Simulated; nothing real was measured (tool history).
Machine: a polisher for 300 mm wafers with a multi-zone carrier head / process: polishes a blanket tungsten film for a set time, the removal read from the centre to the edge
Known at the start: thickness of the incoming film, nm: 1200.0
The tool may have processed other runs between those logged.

run	day	flow of slurry (ml/min)	pressure of the head's centre zone	pressure of the head's middle zone	pressure of the head's edge zone	abrasive content of the slurry	polishing time (s)	film removed at the wafer's centre (Å)	film removed at mid-radius (Å)	film removed at the wafer's edge (Å)
1	0.000	265	1.00	1.00	1.00	1.00	75	2165.8	2054.9	2098.8
2	0.217	265	1.00	1.00	1.00	1.00	90	2584.4	2477.9	2543.3
3	0.354	265	1.00	1.00	1.00	1.20	90	2649.1	2544.7	2640.3
4	0.558	270	0.99	1.01	1.01	1.20	90	2614.7	2585.0	2636.8
5	0.779	270	0.99	1.01	1.06	1.20	90	2627.9	2606.9	2659.3
6	1.108	270	0.97	1.01	1.07	1.25	91	2655.1	2664.2	2732.6

For run 7, what comes out?
7	1.346	270	0.95	1.01	1.08	1.30	91	?	?	?

film removed at the wafer's centre (Å): 2581.7
film removed at mid-radius (Å): 2648.3
film removed at the wafer's edge (Å): 2761.0

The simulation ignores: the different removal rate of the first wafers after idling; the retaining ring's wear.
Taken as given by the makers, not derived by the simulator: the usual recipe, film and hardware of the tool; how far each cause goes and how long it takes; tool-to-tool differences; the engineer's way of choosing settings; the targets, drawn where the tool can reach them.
